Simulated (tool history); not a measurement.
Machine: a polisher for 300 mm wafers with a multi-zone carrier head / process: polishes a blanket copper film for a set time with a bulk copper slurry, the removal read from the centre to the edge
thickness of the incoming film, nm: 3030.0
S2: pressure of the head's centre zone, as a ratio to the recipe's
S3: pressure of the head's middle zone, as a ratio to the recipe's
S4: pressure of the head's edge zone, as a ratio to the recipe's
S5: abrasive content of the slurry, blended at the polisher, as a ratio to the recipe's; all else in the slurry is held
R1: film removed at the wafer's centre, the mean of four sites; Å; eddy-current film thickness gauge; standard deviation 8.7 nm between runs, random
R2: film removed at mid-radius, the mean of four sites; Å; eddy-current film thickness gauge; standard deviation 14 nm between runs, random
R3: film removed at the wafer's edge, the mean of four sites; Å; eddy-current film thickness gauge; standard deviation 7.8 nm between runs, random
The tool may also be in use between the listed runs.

Run 1, hour 0: flow of slurry (ml/min) 305, S2 1, S3 1, S4 1, S5 1, polishing time (s) 70. Result: R1 11926 Å, R2 11737 Å, R3 11494 Å.
Run 2, hour 7.9: flow of slurry (ml/min) 300, S2 0.98, S3 1, S4 0.97, S5 0.95, polishing time (s) 70. Result: R1 11267 Å, R2 11500 Å, R3 11230 Å.
Run 3, hour 16: flow of slurry (ml/min) 265, S2 0.98, S3 1, S4 0.97, S5 0.95, polishing time (s) 70. Result: R1 11094 Å, R2 11136 Å, R3 11006 Å.
Run 4, hour 19.3: flow of slurry (ml/min) 265, S2 0.98, S3 1.08, S4 0.97, S5 0.95, polishing time (s) 70. Result: R1 11197 Å, R2 12208 Å, R3 10972 Å.
Run 5, hour 20.3: flow of slurry (ml/min) 265, S2 0.98, S3 1.08, S4 0.97, S5 1.05, polishing time (s) 70. Result: R1 11320 Å, R2 12141 Å, R3 11376 Å.
Run 6, hour 28.4: flow of slurry (ml/min) 265, S2 1.07, S3 1.08, S4 0.97, S5 1.05, polishing time (s) 70. Result: R1 12441 Å, R2 12518 Å, R3 11131 Å.
Run 7, hour 29.9: flow of slurry (ml/min) 255, S2 1.04, S3 1.07, S4 0.95, S5 1, polishing time (s) 70. Result: R1 11747 Å, R2 12199 Å, R3 11175 Å.
Run 8, hour 33.1: flow of slurry (ml/min) 250, S2 1.03, S3 1.06, S4 0.94, S5 0.95, polishing time (s) 70. Result: R1 11566 Å, R2 11796 Å, R3 10766 Å.
Run 9, hour 39.1: flow of slurry (ml/min) 240, S2 1.01, S3 1.06, S4 0.93, S5 0.95, polishing time (s) 70. Result: R1 11432 Å, R2 11676 Å, R3 10652 Å.
Run 10, hour 39.8: flow of slurry (ml/min) 235, S2 0.99, S3 1.06, S4 0.93, S5 0.95, polishing time (s) 70. Result: R1 11153 Å, R2 11675 Å, R3 10701 Å.

Expected results for the next run?
Run 11, hour 41.4: flow of slurry (ml/min) 230, S2 0.97, S3 1.06, S4 0.93, S5 0.95, polishing time (s) 70. Result: R1 ?, R2 ?, R3 ?.

{"run 11": {"R1": 10821, "R2": 11843, "R3": 10539}}
